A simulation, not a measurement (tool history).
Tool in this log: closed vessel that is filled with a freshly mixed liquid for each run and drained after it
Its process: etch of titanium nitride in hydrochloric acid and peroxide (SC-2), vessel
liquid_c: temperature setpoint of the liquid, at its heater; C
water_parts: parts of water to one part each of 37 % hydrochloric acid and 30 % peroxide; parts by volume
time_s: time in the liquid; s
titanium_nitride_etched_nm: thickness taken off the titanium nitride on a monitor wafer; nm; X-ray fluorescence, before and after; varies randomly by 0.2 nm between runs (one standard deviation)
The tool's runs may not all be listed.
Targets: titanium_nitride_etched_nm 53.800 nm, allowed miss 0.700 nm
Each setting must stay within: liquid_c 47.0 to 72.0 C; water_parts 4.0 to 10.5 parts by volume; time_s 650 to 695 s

run  hour  liquid_c  water_parts  time_s  titanium_nitride_etched_nm
  1   0.0      63.0          5.5     650                      92.951
  2   1.1      60.0          5.5     650                      77.355
  3   6.7      58.0          5.5     650                      68.000
  4   7.8      58.0          5.5     695                      72.217
  5  11.7      56.5          5.5     695                      65.938
  6  17.2      56.5          4.0     695                      82.866
  7  22.5      54.5          4.0     695                      71.854
  8  24.2      54.5          4.0     695                      72.377
  9  30.7      48.5          4.0     695                      48.416
 10  37.4      50.5          4.0     695                      55.506

4 next moves are on the table. One of them brings every result within its allowed miss. Which?
  A  44.1      53.0          5.0     695                           ?
  B  44.1      50.5          4.0     670                           ?
  C  44.1      53.5          4.5     650                           ?
  D  44.1      52.0          4.0     650                           ?

move  titanium_nitride_etched_nm
   A                      56.480
   B                      53.866
   C                      58.776
   D                      57.711
A: lands further from the targets than the last run did
B: all results in spec
C: lands further from the targets than the last run did
D: lands further from the targets than the last run did
Correct choice: B, which meets every target
